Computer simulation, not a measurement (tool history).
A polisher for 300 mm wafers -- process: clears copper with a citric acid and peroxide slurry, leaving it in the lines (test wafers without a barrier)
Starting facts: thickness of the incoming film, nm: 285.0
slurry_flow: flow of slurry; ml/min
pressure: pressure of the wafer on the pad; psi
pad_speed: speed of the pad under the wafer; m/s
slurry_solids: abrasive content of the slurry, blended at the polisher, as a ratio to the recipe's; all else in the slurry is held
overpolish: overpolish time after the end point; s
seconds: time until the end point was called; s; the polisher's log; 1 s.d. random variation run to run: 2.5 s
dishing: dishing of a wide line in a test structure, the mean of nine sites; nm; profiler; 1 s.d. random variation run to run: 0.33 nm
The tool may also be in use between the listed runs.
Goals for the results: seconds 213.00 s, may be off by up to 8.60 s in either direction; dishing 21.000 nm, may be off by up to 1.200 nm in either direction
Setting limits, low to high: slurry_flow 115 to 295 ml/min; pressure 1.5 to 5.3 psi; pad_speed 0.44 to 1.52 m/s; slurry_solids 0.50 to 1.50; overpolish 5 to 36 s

run 1 hour=0.0 | slurry_flow=190 pressure=3.4 pad_speed=0.98 slurry_solids=1.00 overpolish=18 | seconds=128.69 dishing=24.518
run 2 hour=6.5 | slurry_flow=190 pressure=3.4 pad_speed=0.98 slurry_solids=1.00 overpolish=13 | seconds=127.75 dishing=18.868
run 3 hour=11.8 | slurry_flow=190 pressure=2.9 pad_speed=0.98 slurry_solids=1.00 overpolish=13 | seconds=148.57 dishing=16.332
run 4 hour=19.5 | slurry_flow=190 pressure=3.7 pad_speed=0.98 slurry_solids=1.00 overpolish=13 | seconds=117.81 dishing=20.566
run 5 hour=21.4 | slurry_flow=190 pressure=3.7 pad_speed=0.98 slurry_solids=0.85 overpolish=13 | seconds=120.57 dishing=19.620
run 6 hour=22.3 | slurry_flow=215 pressure=3.7 pad_speed=0.98 slurry_solids=0.85 overpolish=13 | seconds=118.26 dishing=19.865
run 7 hour=29.4 | slurry_flow=200 pressure=2.7 pad_speed=0.94 slurry_solids=0.85 overpolish=22 | seconds=171.17 dishing=23.273
run 8 hour=33.4 | slurry_flow=185 pressure=1.9 pad_speed=0.94 slurry_solids=0.85 overpolish=24 | seconds=241.95 dishing=18.786
run 9 hour=40.4 | slurry_flow=195 pressure=1.9 pad_speed=0.94 slurry_solids=0.85 overpolish=24 | seconds=236.61 dishing=18.376
run 10 hour=46.8 | slurry_flow=200 pressure=1.9 pad_speed=0.94 slurry_solids=0.85 overpolish=24 | seconds=236.14 dishing=18.612
run 11 hour=48.1 | slurry_flow=205 pressure=1.9 pad_speed=0.94 slurry_solids=0.85 overpolish=24 | seconds=235.18 dishing=18.053
run 12 hour=53.7 | slurry_flow=210 pressure=2.3 pad_speed=0.94 slurry_solids=0.85 overpolish=26 | seconds=192.41 dishing=23.212
run 13 hour=56.5 | slurry_flow=205 pressure=2.3 pad_speed=0.94 slurry_solids=0.85 overpolish=26 | seconds=192.90 dishing=23.586
run 14 hour=60.3 | slurry_flow=205 pressure=2.3 pad_speed=0.94 slurry_solids=0.85 overpolish=26 | seconds=193.55 dishing=23.569
run 15 hour=65.7 | slurry_flow=200 pressure=2.3 pad_speed=0.94 slurry_solids=0.85 overpolish=26 | seconds=197.05 dishing=23.583

Below are 5 possible settings for the next run. Only one of them brings all results inside the allowed miss of their targets. Which is it?
run A hour=71.1 | slurry_flow=180 pressure=2.4 pad_speed=0.78 slurry_solids=0.85 overpolish=23 | seconds=? dishing=?
run B hour=71.1 | slurry_flow=210 pressure=2.0 pad_speed=0.92 slurry_solids=0.75 overpolish=23 | seconds=? dishing=?
run C hour=71.1 | slurry_flow=165 pressure=2.3 pad_speed=0.86 slurry_solids=0.95 overpolish=25 | seconds=? dishing=?
run D hour=71.1 | slurry_flow=200 pressure=2.0 pad_speed=0.94 slurry_solids=0.80 overpolish=22 | seconds=? dishing=?
run E hour=71.1 | slurry_flow=190 pressure=2.2 pad_speed=0.84 slurry_solids=0.90 overpolish=27 | seconds=? dishing=?

move=A seconds=229.43 dishing=18.150
move=B seconds=232.41 dishing=17.845
move=C seconds=216.88 dishing=20.415
move=D seconds=226.92 dishing=17.530
move=E seconds=228.07 dishing=20.851
A: moves the result that the last run missed by most past its target, out the other side
B: moves the result that the last run missed by most past its target, out the other side
C: all results in spec
D: moves the result that the last run missed by most past its target, out the other side
E: brings the last run's worst result on target, with another outside its allowed miss
The right move is C.

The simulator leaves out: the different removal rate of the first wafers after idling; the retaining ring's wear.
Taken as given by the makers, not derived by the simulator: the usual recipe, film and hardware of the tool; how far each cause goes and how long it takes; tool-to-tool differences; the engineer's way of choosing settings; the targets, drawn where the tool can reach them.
